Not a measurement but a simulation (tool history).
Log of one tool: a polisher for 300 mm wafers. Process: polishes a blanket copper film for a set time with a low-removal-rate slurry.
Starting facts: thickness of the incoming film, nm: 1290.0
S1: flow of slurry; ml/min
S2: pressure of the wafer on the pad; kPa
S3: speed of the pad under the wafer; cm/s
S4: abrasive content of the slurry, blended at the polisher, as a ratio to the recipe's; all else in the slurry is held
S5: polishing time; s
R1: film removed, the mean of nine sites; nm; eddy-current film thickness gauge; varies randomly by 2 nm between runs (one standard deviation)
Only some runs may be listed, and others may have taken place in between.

run	hour	S1	S2	S3	S4	S5	R1
1	0.0	170	18.6	118	1.0	47	126.47
2	4.6	170	20.0	118	1.0	47	140.10
3	8.5	170	20.0	118	1.2	47	142.48
4	15.3	170	20.7	118	1.2	47	150.92
5	19.0	170	16.5	118	1.2	47	118.84
6	20.5	170	17.9	118	1.2	47	130.05
7	22.9	170	19.3	118	1.2	47	137.85
8	25.4	170	20.0	118	1.2	47	144.43
9	30.0	170	20.7	118	1.2	47	151.82
10	34.3	170	20.7	118	1.2	47	148.38
11	36.9	170	21.4	118	1.2	47	154.26
12	40.7	170	22.1	118	1.2	47	159.77
13	43.6	170	22.1	118	1.2	47	158.78
14	48.1	170	22.8	118	1.2	47	165.14
15	53.8	170	22.8	118	1.2	47	163.26

Run 16 is up next; what results do you expect?
16	61.8	170	23.4	118	1.2	47	?

{"run 16": {"R1": 172.14}}
